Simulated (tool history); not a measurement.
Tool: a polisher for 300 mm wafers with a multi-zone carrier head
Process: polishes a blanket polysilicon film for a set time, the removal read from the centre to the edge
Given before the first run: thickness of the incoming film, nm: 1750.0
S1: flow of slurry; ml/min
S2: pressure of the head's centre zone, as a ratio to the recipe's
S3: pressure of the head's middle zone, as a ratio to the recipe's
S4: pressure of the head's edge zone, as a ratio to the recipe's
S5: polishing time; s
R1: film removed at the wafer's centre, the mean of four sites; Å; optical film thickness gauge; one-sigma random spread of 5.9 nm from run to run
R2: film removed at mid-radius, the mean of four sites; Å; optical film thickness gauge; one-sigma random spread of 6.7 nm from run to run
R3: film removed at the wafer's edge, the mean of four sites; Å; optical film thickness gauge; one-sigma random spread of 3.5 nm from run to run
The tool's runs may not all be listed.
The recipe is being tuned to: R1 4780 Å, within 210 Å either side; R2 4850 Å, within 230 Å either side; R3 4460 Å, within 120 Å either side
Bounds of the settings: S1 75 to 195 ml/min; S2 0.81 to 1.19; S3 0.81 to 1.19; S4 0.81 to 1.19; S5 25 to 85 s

run 1 hour=0 | S1=125 S2=1 S3=1 S4=1 S5=55 | R1=3035.5 R2=3129.9 R3=3091.2
run 2 hour=3.8 | S1=140 S2=1.03 S3=1.03 S4=1.03 S5=59 | R1=3487.3 R2=3636.6 R3=3411.5
run 3 hour=8.8 | S1=140 S2=1.03 S3=1.03 S4=1.03 S5=72 | R1=4288.8 R2=4459.8 R3=4166.1
run 4 hour=13.2 | S1=150 S2=1.04 S3=1.03 S4=1.04 S5=72 | R1=4313.8 R2=4566.1 R3=4293.6
run 5 hour=15.9 | S1=150 S2=1.12 S3=1.03 S4=1.04 S5=72 | R1=4699.9 R2=4524.6 R3=4248.4
run 6 hour=23.5 | S1=150 S2=1.12 S3=1.03 S4=1.04 S5=59 | R1=3925.2 R2=3597.8 R3=3490.6
run 7 hour=29.7 | S1=150 S2=1.12 S3=1.03 S4=1.04 S5=59 | R1=3855.3 R2=3636.9 R3=3477.8
run 8 hour=33.4 | S1=160 S2=1.12 S3=1.05 S4=1.07 S5=62 | R1=4130.9 R2=4025.2 R3=3850.7
run 9 hour=41.4 | S1=195 S2=1.19 S3=1.15 S4=1.15 S5=65 | R1=4862 R2=4761.4 R3=4226.7
run 10 hour=49.9 | S1=195 S2=1.18 S3=1.14 S4=1.16 S5=66 | R1=4942.9 R2=4737.3 R3=4306.8

5 next moves are on the table. One of them brings every result within its allowed miss. Which?
run A hour=58.4 | S1=195 S2=1.19 S3=1.12 S4=1.02 S5=67 | R1=? R2=? R3=?
run B hour=58.4 | S1=185 S2=1.16 S3=1.12 S4=1.09 S5=66 | R1=? R2=? R3=?
run C hour=58.4 | S1=185 S2=1.13 S3=1.19 S4=1.08 S5=67 | R1=? R2=? R3=?
run D hour=58.4 | S1=190 S2=1.12 S3=1.13 S4=1.16 S5=68 | R1=? R2=? R3=?
run E hour=58.4 | S1=190 S2=1.13 S3=1.19 S4=1.13 S5=66 | R1=? R2=? R3=?

move=A R1=5135 R2=4678.6 R3=4074.4
move=B R1=4866.8 R2=4557 R3=4114.6
move=C R1=4814.3 R2=4875.2 R3=4153.7
move=D R1=4872.8 R2=4759.3 R3=4393.9
move=E R1=4774 R2=4830.2 R3=4204
A: misses by more than the last run did
B: misses by more than the last run did
C: misses by more than the last run did
D: all results land within tolerance of their targets
E: misses by more than the last run did
D is the move that brings every result within its allowed miss.
